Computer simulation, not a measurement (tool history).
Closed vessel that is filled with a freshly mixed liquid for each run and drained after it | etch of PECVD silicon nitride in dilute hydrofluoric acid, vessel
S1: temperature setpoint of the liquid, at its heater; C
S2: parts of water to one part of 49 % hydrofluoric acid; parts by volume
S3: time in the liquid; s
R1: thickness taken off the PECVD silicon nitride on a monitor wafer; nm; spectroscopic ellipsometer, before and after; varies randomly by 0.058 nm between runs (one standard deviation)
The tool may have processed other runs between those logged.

run  hour    S1  S2   S3      R1
  1   0.0  24.0  70  430  12.205
  2   4.3  27.5  70  430  15.542
  3   8.6  25.0  70  430  13.115
  4  11.8  23.5  70  430  11.896
  5  20.7  22.5  70  430  11.110
  6  28.9  22.0  70  430  10.800

The next listed run, before its measurement:
  7  34.7  21.5  70  430   ?

Run 7 gave R1 10.449 nm.

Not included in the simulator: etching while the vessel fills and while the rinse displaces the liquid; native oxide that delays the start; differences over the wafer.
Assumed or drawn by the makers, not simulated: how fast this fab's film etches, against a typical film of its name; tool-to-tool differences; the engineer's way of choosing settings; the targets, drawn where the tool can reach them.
